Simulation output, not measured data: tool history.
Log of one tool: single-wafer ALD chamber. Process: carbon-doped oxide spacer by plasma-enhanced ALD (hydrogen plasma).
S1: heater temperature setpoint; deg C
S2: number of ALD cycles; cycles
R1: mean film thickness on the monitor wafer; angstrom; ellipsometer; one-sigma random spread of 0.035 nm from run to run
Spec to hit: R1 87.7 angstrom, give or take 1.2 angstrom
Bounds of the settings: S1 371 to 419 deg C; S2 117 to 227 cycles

run,hour,S1,S2,R1
1,0,395,172,81.398
2,7.5,395,157,73.589
3,8.9,395,163,76.651
4,12.8,395,139,65.355
5,19,400,139,65.627
6,26.6,400,155,72.724
7,29.7,400,161,76.151
8,35,400,165,77.978
9,37.3,400,169,79.745
10,39.4,400,172,81.232
11,43,400,174,82.2
12,50.9,400,174,81.806
13,59.5,400,174,82.1

Which of these 4 next moves meets every target?
A,68.1,397,186,?
B,68.1,394,181,?
C,68.1,404,182,?
D,68.1,407,185,?

move,R1
A,87.253
B,84.908
C,84.344
D,84.951
A: meets every target
B: nearer than the last run, and not there yet
C: nearer than the last run, and not there yet
D: nearer than the last run, and not there yet
The right move is A.

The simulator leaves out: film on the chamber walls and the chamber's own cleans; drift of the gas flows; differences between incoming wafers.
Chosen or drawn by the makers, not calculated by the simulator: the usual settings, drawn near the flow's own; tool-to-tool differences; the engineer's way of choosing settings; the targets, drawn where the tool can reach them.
